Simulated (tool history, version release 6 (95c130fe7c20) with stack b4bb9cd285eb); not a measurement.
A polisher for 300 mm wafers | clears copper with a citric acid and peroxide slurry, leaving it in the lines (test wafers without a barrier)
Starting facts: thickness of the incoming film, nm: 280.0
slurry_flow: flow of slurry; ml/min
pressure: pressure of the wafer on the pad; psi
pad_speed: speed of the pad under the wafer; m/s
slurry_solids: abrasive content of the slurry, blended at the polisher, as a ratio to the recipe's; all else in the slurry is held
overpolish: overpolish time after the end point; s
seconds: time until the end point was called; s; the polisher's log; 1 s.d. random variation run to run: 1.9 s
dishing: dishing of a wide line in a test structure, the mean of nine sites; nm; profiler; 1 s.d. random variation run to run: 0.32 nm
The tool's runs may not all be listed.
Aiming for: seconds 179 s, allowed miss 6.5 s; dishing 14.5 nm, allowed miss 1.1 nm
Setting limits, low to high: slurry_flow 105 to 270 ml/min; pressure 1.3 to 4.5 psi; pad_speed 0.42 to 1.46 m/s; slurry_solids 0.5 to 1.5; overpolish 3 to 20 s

{"run": 1, "hour": 0.0, "slurry_flow": 175, "pressure": 2.9, "pad_speed": 0.94, "slurry_solids": 1, "overpolish": 10, "seconds": 140.76, "dishing": 16.254}
{"run": 2, "hour": 8.0, "slurry_flow": 170, "pressure": 2.8, "pad_speed": 0.94, "slurry_solids": 1, "overpolish": 10, "seconds": 146.21, "dishing": 15.89}
{"run": 3, "hour": 11.4, "slurry_flow": 170, "pressure": 2.7, "pad_speed": 0.94, "slurry_solids": 1, "overpolish": 10, "seconds": 149.12, "dishing": 15.249}
{"run": 4, "hour": 15.6, "slurry_flow": 170, "pressure": 2.6, "pad_speed": 0.94, "slurry_solids": 1, "overpolish": 10, "seconds": 155.98, "dishing": 15.086}
{"run": 5, "hour": 23.9, "slurry_flow": 170, "pressure": 2.5, "pad_speed": 0.94, "slurry_solids": 1, "overpolish": 10, "seconds": 160.25, "dishing": 14.388}
{"run": 6, "hour": 26.6, "slurry_flow": 170, "pressure": 3, "pad_speed": 0.94, "slurry_solids": 1, "overpolish": 10, "seconds": 137.37, "dishing": 17.005}
{"run": 7, "hour": 33.6, "slurry_flow": 170, "pressure": 3, "pad_speed": 0.94, "slurry_solids": 1, "overpolish": 10, "seconds": 136.35, "dishing": 16.478}
{"run": 8, "hour": 39.8, "slurry_flow": 170, "pressure": 2.8, "pad_speed": 0.94, "slurry_solids": 1, "overpolish": 10, "seconds": 144.57, "dishing": 16.312}
{"run": 9, "hour": 43.9, "slurry_flow": 155, "pressure": 2.1, "pad_speed": 0.94, "slurry_solids": 1, "overpolish": 10, "seconds": 189.03, "dishing": 12.52}
{"run": 10, "hour": 48.6, "slurry_flow": 155, "pressure": 2.1, "pad_speed": 0.94, "slurry_solids": 1, "overpolish": 10, "seconds": 186.44, "dishing": 13.049}
{"run": 11, "hour": 54.6, "slurry_flow": 160, "pressure": 2.2, "pad_speed": 0.94, "slurry_solids": 1, "overpolish": 10, "seconds": 178.29, "dishing": 13.267}

4 next moves are on the table. One of them brings every result within its allowed miss. Which?
{"run": "A", "hour": 60.6, "slurry_flow": 130, "pressure": 1.8, "pad_speed": 1.04, "slurry_solids": 1.2, "overpolish": 12, "seconds": "?", "dishing": "?"}
{"run": "B", "hour": 60.6, "slurry_flow": 175, "pressure": 2.1, "pad_speed": 0.92, "slurry_solids": 1, "overpolish": 14, "seconds": "?", "dishing": "?"}
{"run": "C", "hour": 60.6, "slurry_flow": 135, "pressure": 2, "pad_speed": 1.04, "slurry_solids": 1.05, "overpolish": 11, "seconds": "?", "dishing": "?"}
{"run": "D", "hour": 60.6, "slurry_flow": 195, "pressure": 1.6, "pad_speed": 1.04, "slurry_solids": 1.3, "overpolish": 12, "seconds": "?", "dishing": "?"}

move=A seconds=190.69 dishing=14.632
move=B seconds=185.88 dishing=17.394
move=C seconds=178.31 dishing=14.382
move=D seconds=192.08 dishing=14.503
A: the worst result of the last run now meets its target, but another is out of spec
B: the result that was furthest off in the last run now lies on the other side of its target
C: in spec on every target
D: the worst result of the last run now meets its target, but another is out of spec
So the answer is move C, the one that meets all the targets.

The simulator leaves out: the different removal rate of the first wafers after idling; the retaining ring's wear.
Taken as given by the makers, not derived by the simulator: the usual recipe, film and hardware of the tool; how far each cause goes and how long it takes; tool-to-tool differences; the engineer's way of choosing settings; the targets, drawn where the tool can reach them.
